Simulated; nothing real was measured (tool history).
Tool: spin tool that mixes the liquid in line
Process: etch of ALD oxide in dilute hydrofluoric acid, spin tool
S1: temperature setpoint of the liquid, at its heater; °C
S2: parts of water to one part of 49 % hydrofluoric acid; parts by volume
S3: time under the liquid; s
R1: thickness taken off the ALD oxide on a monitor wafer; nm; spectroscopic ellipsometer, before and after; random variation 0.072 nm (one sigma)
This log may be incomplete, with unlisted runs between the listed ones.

Run 1, day 0: S1 25 °C, S2 255 parts by volume, S3 300 s. Result: R1 13.112 nm.
Run 2, day 0.25: S1 26 °C, S2 250 parts by volume, S3 300 s. Result: R1 13.882 nm.
Run 3, day 0.471: S1 26 °C, S2 250 parts by volume, S3 325 s. Result: R1 15.034 nm.
Run 4, day 0.75: S1 26.5 °C, S2 245 parts by volume, S3 325 s. Result: R1 15.666 nm.
Run 5, day 0.825: S1 27 °C, S2 240 parts by volume, S3 325 s. Result: R1 16.419 nm.
Run 6, day 1.188: S1 27.5 °C, S2 240 parts by volume, S3 325 s. Result: R1 16.638 nm.

Run 7 comes next. What will it give?
Run 7, day 1.312: S1 28 °C, S2 240 parts by volume, S3 325 s. Result: R1 ?.

{"run 7": {"R1": 17.109}}
